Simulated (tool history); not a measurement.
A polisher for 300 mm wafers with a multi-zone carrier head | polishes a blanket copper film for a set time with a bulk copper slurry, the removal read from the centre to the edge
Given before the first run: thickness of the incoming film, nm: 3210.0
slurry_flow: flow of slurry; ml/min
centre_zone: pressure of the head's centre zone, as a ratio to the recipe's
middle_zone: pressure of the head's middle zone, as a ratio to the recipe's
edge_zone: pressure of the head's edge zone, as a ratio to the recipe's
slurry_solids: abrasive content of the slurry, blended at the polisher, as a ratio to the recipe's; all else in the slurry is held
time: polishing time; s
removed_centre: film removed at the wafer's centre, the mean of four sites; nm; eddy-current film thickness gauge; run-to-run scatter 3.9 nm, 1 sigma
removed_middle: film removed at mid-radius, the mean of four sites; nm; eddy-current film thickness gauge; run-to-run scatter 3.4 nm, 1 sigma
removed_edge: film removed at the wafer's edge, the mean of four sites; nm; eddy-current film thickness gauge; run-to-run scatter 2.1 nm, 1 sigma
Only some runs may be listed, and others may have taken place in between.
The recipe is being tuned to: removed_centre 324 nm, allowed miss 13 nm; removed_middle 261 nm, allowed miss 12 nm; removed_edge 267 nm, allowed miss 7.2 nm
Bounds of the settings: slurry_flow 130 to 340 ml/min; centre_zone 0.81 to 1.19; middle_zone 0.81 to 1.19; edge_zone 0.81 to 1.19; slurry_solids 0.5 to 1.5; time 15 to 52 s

Run 1, hour 0: slurry_flow 220 ml/min, centre_zone 1, middle_zone 1, edge_zone 1, slurry_solids 1, time 33 s. Result: removed_centre 252.76 nm, removed_middle 253.87 nm, removed_edge 252.91 nm.
Run 2, hour 0.7: slurry_flow 220 ml/min, centre_zone 1, middle_zone 1.08, edge_zone 1, slurry_solids 1, time 33 s. Result: removed_centre 260.19 nm, removed_middle 279.07 nm, removed_edge 250.51 nm.
Run 3, hour 1.6: slurry_flow 225 ml/min, centre_zone 1.02, middle_zone 1.07, edge_zone 1, slurry_solids 1, time 33 s. Result: removed_centre 260.26 nm, removed_middle 281.39 nm, removed_edge 251.74 nm.
Run 4, hour 4: slurry_flow 220 ml/min, centre_zone 1.04, middle_zone 1.05, edge_zone 0.98, slurry_solids 1.05, time 33 s. Result: removed_centre 273.91 nm, removed_middle 274.95 nm, removed_edge 248.45 nm.
Run 5, hour 7.6: slurry_flow 225 ml/min, centre_zone 1.05, middle_zone 1.04, edge_zone 0.99, slurry_solids 1.05, time 33 s. Result: removed_centre 278.04 nm, removed_middle 276.49 nm, removed_edge 252.96 nm.
Run 6, hour 9.1: slurry_flow 200 ml/min, centre_zone 1.05, middle_zone 1.04, edge_zone 0.99, slurry_solids 1.05, time 33 s. Result: removed_centre 269.88 nm, removed_middle 265.36 nm, removed_edge 253.41 nm.
Run 7, hour 10.9: slurry_flow 205 ml/min, centre_zone 1.07, middle_zone 1.03, edge_zone 0.99, slurry_solids 1.05, time 33 s. Result: removed_centre 274.99 nm, removed_middle 260.94 nm, removed_edge 251.12 nm.
Run 8, hour 14.2: slurry_flow 210 ml/min, centre_zone 1.08, middle_zone 1.02, edge_zone 1, slurry_solids 1.05, time 33 s. Result: removed_centre 280.46 nm, removed_middle 263.21 nm, removed_edge 251.72 nm.
Run 9, hour 22.9: slurry_flow 210 ml/min, centre_zone 1.09, middle_zone 1.01, edge_zone 1.01, slurry_solids 1.05, time 33 s. Result: removed_centre 281.62 nm, removed_middle 266.71 nm, removed_edge 254.75 nm.
Run 10, hour 24.5: slurry_flow 210 ml/min, centre_zone 1.1, middle_zone 1, edge_zone 1.01, slurry_solids 1.05, time 33 s. Result: removed_centre 283 nm, removed_middle 258.81 nm, removed_edge 255.84 nm.
Run 11, hour 25: slurry_flow 215 ml/min, centre_zone 1.11, middle_zone 0.99, edge_zone 1.01, slurry_solids 1.05, time 33 s. Result: removed_centre 290.7 nm, removed_middle 251.34 nm, removed_edge 254.66 nm.
Run 12, hour 29.7: slurry_flow 265 ml/min, centre_zone 1.17, middle_zone 1.01, edge_zone 1.06, slurry_solids 1.1, time 33 s. Result: removed_centre 312.84 nm, removed_middle 274.64 nm, removed_edge 267.4 nm.

5 next moves are on the table. One of them brings every result within its allowed miss. Which?
Run A, hour 34.4: slurry_flow 340 ml/min, centre_zone 1.13, middle_zone 1.07, edge_zone 1.1, slurry_solids 1.05, time 33 s. Result: removed_centre ?, removed_middle ?, removed_edge ?.
Run B, hour 34.4: slurry_flow 285 ml/min, centre_zone 1.16, middle_zone 0.91, edge_zone 0.99, slurry_solids 1.3, time 32 s. Result: removed_centre ?, removed_middle ?, removed_edge ?.
Run C, hour 34.4: slurry_flow 235 ml/min, centre_zone 1.18, middle_zone 1.11, edge_zone 1, slurry_solids 1.05, time 34 s. Result: removed_centre ?, removed_middle ?, removed_edge ?.
Run D, hour 34.4: slurry_flow 320 ml/min, centre_zone 1.08, middle_zone 1.17, edge_zone 1.08, slurry_solids 1.05, time 32 s. Result: removed_centre ?, removed_middle ?, removed_edge ?.
Run E, hour 34.4: slurry_flow 245 ml/min, centre_zone 1.11, middle_zone 0.96, edge_zone 1.16, slurry_solids 1.2, time 31 s. Result: removed_centre ?, removed_middle ?, removed_edge ?.

move  removed_centre  removed_middle  removed_edge
   A          317.43          287.45        272.99
   B          330.69          255.18        268.41
   C          327.16          293.74        262.98
   D          292.54           299.4        261.36
   E          293.64          248.06        266.34
A: moves away from the targets compared with the last run
B: every result lands within tolerance
C: moves away from the targets compared with the last run
D: moves away from the targets compared with the last run
E: takes the result that was furthest off past its target
So the answer is move B, the one that meets all the targets.
